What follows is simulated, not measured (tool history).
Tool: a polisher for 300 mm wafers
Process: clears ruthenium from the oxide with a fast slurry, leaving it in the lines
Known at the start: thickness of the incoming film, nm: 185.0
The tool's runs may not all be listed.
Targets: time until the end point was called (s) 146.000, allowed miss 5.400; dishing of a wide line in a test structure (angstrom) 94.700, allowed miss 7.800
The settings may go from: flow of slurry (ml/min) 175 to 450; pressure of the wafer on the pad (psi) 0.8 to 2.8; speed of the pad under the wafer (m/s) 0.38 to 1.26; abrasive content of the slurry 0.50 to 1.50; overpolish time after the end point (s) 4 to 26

run,hour,flow of slurry (ml/min),pressure of the wafer on the pad (psi),speed of the pad under the wafer (m/s),abrasive content of the slurry,overpolish time after the end point (s),time until the end point was called (s),dishing of a wide line in a test structure (angstrom)
1,0.0,290,1.8,0.82,1.00,13,108.610,193.330
2,8.2,290,1.7,0.82,1.00,11,114.540,164.030
3,9.9,290,1.7,0.82,1.10,11,111.770,169.260
4,13.7,290,1.7,0.94,1.10,11,98.426,185.240
5,16.9,340,1.7,0.94,1.10,11,98.064,187.830
6,24.9,340,1.5,0.94,1.10,10,107.170,157.870
7,28.4,340,1.3,0.94,1.10,9,122.940,126.770
8,32.6,340,1.0,0.94,1.10,7,155.630,78.970
9,36.9,345,1.0,0.94,1.10,7,156.490,77.412
10,39.0,345,1.1,0.94,1.10,9,140.730,108.370
11,47.6,340,1.1,0.94,1.10,9,138.660,112.530

5 next moves are on the table. One of them brings every result within its allowed miss. Which?
A,56.2,325,1.1,0.96,1.15,11,?,?
B,56.2,350,1.1,0.90,1.15,8,?,?
C,56.2,355,1.2,0.92,1.10,7,?,?
D,56.2,450,0.9,1.22,0.85,10,?,?
E,56.2,340,1.0,0.98,1.10,10,?,?

move,time until the end point was called (s),dishing of a wide line in a test structure (angstrom)
A,135.450,132.210
B,142.000,93.135
C,131.320,88.288
D,143.160,114.510
E,146.160,112.260
A: further off than the last run
B: meets every target
C: brings the result that was furthest off to its target, and leaves another outside
D: further off than the last run
E: as far off as the last run
Move B is the one to make.

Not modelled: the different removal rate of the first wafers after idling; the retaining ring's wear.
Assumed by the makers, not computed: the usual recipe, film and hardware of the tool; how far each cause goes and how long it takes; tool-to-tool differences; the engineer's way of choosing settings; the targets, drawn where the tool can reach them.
